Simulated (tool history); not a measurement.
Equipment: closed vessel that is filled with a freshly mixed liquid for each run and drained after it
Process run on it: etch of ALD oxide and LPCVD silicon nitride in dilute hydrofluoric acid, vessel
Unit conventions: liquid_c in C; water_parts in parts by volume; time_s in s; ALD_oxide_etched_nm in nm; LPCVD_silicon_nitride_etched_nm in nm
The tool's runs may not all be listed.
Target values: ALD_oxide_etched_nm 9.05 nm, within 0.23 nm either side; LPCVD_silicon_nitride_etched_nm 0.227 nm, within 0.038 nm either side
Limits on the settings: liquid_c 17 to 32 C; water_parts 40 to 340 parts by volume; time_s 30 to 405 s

run  hour  liquid_c  water_parts  time_s  ALD_oxide_etched_nm  LPCVD_silicon_nitride_etched_nm
  1     0        24          190     205               27.096                          0.69924
  2   4.5      23.5          205     205               24.215                          0.59088
  3   9.7      23.5          220     205               22.211                          0.59171
  4  14.6        23          230     205               20.584                          0.52311
  5  17.2        25          230     205               22.222                          0.60576
  6  20.1        25          280     205               17.315                          0.50396
  7  23.6        24          285     205               16.432                          0.46267
  8  25.3        20          340     185               10.171                          0.28978
  9  34.3      19.5          340     185                9.959                          0.26661
 10  37.3      18.5          340     180               9.3559                          0.22921

Consider the 5 candidate settings below. Which is the only one whose results all fall within their allowed miss of target?
  A  40.3        20          330     150                    ?                                ?
  B  40.3      23.5          340     155                    ?                                ?
  C  40.3      18.5          320     160                    ?                                ?
  D  40.3        17          320     180                    ?                                ?
  E  40.3        21          320     135                    ?                                ?

move  ALD_oxide_etched_nm  LPCVD_silicon_nitride_etched_nm
   A               8.5946                           0.2206
   B               9.6791                          0.27565
   C               9.0194                          0.22002
   D               9.5883                          0.22439
   E               8.3439                          0.21791
A: moves the result that the last run missed by most past its target, out the other side
B: further off than the last run
C: in spec on every target
D: further off than the last run
E: moves the result that the last run missed by most past its target, out the other side
C meets every target.
